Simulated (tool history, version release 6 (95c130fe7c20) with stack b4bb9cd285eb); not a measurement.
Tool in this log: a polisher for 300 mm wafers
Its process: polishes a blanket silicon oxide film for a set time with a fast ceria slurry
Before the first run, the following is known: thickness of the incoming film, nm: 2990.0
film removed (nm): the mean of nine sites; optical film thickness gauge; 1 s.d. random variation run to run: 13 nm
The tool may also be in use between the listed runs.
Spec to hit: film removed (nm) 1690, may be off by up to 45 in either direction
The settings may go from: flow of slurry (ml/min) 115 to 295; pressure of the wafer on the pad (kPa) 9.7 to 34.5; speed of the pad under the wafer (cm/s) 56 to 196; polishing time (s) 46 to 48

run,day,flow of slurry (ml/min),pressure of the wafer on the pad (kPa),speed of the pad under the wafer (cm/s),polishing time (s),film removed (nm)
1,0,190,22.1,126,46,1008.5
2,0.35,190,22.1,144,46,1127.4
3,0.396,200,24.8,144,46,1271.2
4,0.671,200,26.9,144,46,1365.2
5,0.946,200,26.9,122,46,1169.1
6,1.017,205,29.6,126,46,1316.6
7,1.35,210,31,130,46,1419.9
# day 1.467: slurry nozzle cleaned
8,1.467,210,32.4,132,46,1555.3
9,1.533,210,32.4,132,46,1548.1
10,1.9,210,33.1,132,46,1572.4
11,2.038,210,33.8,132,46,1624.6

Which of these 5 next moves meets every target?
A,2.175,220,34.5,122,48,?
B,2.175,195,34.5,130,48,?
C,2.175,205,33.1,136,46,?
D,2.175,210,34.5,142,48,?
E,2.175,200,33.1,132,46,?

move,film removed (nm)
A,1605.6
B,1679.2
C,1632.6
D,1849.2
E,1580.3
A: the biggest miss grows against the last run
B: in spec on every target
C: better than the last run, though not everything is in spec
D: takes the biggest miss from the last run beyond its target
E: the biggest miss grows against the last run
Answer: B

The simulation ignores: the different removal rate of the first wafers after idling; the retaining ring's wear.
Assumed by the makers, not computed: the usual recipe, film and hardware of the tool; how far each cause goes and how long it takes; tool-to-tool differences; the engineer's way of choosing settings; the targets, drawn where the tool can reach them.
